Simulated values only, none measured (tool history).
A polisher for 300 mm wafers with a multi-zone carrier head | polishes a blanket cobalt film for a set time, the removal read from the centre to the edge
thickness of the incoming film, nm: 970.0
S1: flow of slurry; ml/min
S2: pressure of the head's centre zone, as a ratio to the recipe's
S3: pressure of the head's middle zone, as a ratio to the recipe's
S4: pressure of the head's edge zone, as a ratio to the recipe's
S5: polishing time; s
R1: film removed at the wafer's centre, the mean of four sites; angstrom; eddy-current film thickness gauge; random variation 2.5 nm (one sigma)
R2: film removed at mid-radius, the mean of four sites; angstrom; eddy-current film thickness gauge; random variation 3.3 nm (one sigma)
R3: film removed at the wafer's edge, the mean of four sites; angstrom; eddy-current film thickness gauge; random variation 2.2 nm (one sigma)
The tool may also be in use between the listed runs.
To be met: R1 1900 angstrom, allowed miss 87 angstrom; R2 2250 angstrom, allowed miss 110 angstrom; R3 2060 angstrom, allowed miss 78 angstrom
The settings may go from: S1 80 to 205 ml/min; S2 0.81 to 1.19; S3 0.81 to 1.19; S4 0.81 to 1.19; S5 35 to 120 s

run,hour,S1,S2,S3,S4,S5,R1,R2,R3
1,0,135,1,1,1,77,2283.6,2313.8,2351.2
2,0.9,135,0.97,1,1,77,2217.7,2432.2,2287.3
3,6.8,125,0.96,0.99,1,76,2169.3,2268.8,2267.7
4,15,120,0.94,1,0.99,75,2096.9,2238.6,2190.8
5,21.5,120,0.98,1,0.99,75,2144.4,2256.5,2200.9
6,23.4,115,0.96,1.01,0.99,75,2073.2,2267.6,2147.7
7,31.5,110,0.95,1.01,0.99,75,2139.5,2180.4,2197.9
8,40.2,115,0.93,1.01,0.98,74,2054.8,2213.7,2178.9

5 next moves are on the table. One of them brings every result within its allowed miss. Which?
A,48.9,95,1.17,1.03,0.95,73,?,?,?
B,48.9,115,0.84,1.01,0.99,78,?,?,?
C,48.9,120,0.91,1.09,1,69,?,?,?
D,48.9,125,1,1.09,0.97,74,?,?,?
E,48.9,95,1.04,1.03,0.96,76,?,?,?

move,R1,R2,R3
A,2356.8,2135.3,2023.4
B,1912.6,2340,2264.6
C,1844.4,2209.2,2022.4
D,2184.2,2386.2,2148.8
E,2189.8,2224.5,2117
A: further off than the last run
B: brings the result that was furthest off to its target, and leaves another outside
C: meets every target
D: further off than the last run
E: further off than the last run
Answer: C
